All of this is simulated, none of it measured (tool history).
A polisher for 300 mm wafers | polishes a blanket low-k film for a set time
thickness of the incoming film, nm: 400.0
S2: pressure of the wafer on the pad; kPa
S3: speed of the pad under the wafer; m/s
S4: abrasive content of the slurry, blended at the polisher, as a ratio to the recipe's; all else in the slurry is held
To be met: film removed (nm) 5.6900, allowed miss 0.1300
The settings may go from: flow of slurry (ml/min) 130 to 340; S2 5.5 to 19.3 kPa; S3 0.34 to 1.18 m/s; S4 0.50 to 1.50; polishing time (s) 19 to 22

{"run": 1, "day": 0.0, "flow of slurry (ml/min)": 220, "S2": 12.4, "S3": 0.76, "S4": 1.0, "polishing time (s)": 22, "film removed (nm)": 6.4789}
{"run": 2, "day": 0.371, "flow of slurry (ml/min)": 220, "S2": 12.4, "S3": 0.76, "S4": 0.85, "polishing time (s)": 22, "film removed (nm)": 6.1915}
{"run": 3, "day": 0.521, "flow of slurry (ml/min)": 220, "S2": 12.4, "S3": 0.76, "S4": 0.75, "polishing time (s)": 22, "film removed (nm)": 5.8587}
{"run": 4, "day": 0.6, "flow of slurry (ml/min)": 220, "S2": 12.4, "S3": 0.7, "S4": 0.75, "polishing time (s)": 22, "film removed (nm)": 5.488}
{"run": 5, "day": 0.95, "flow of slurry (ml/min)": 225, "S2": 12.4, "S3": 0.7, "S4": 0.75, "polishing time (s)": 22, "film removed (nm)": 5.5163}
{"run": 6, "day": 1.229, "flow of slurry (ml/min)": 230, "S2": 12.4, "S3": 0.7, "S4": 0.75, "polishing time (s)": 22, "film removed (nm)": 5.5357}
{"run": 7, "day": 1.588, "flow of slurry (ml/min)": 235, "S2": 12.4, "S3": 0.7, "S4": 0.75, "polishing time (s)": 22, "film removed (nm)": 5.6257}
{"run": 8, "day": 1.954, "flow of slurry (ml/min)": 240, "S2": 12.4, "S3": 0.7, "S4": 0.75, "polishing time (s)": 22, "film removed (nm)": 5.5561}

Which of these 5 next moves meets every target?
{"run": "A", "day": 2.321, "flow of slurry (ml/min)": 295, "S2": 12.4, "S3": 0.64, "S4": 0.85, "polishing time (s)": 21, "film removed (nm)": "?"}
{"run": "B", "day": 2.321, "flow of slurry (ml/min)": 280, "S2": 14.5, "S3": 0.64, "S4": 0.85, "polishing time (s)": 19, "film removed (nm)": "?"}
{"run": "C", "day": 2.321, "flow of slurry (ml/min)": 260, "S2": 13.1, "S3": 0.7, "S4": 0.8, "polishing time (s)": 20, "film removed (nm)": "?"}
{"run": "D", "day": 2.321, "flow of slurry (ml/min)": 235, "S2": 13.8, "S3": 0.7, "S4": 0.8, "polishing time (s)": 19, "film removed (nm)": "?"}
{"run": "E", "day": 2.321, "flow of slurry (ml/min)": 290, "S2": 13.1, "S3": 0.82, "S4": 0.6, "polishing time (s)": 20, "film removed (nm)": "?"}

move=A film_removed_(nm)=5.1465
move=B film_removed_(nm)=5.3882
move=C film_removed_(nm)=5.3849
move=D film_removed_(nm)=5.3343
move=E film_removed_(nm)=5.5893
A: further off than the last run
B: further off than the last run
C: further off than the last run
D: further off than the last run
E: meets every target
Move E is the one to make.
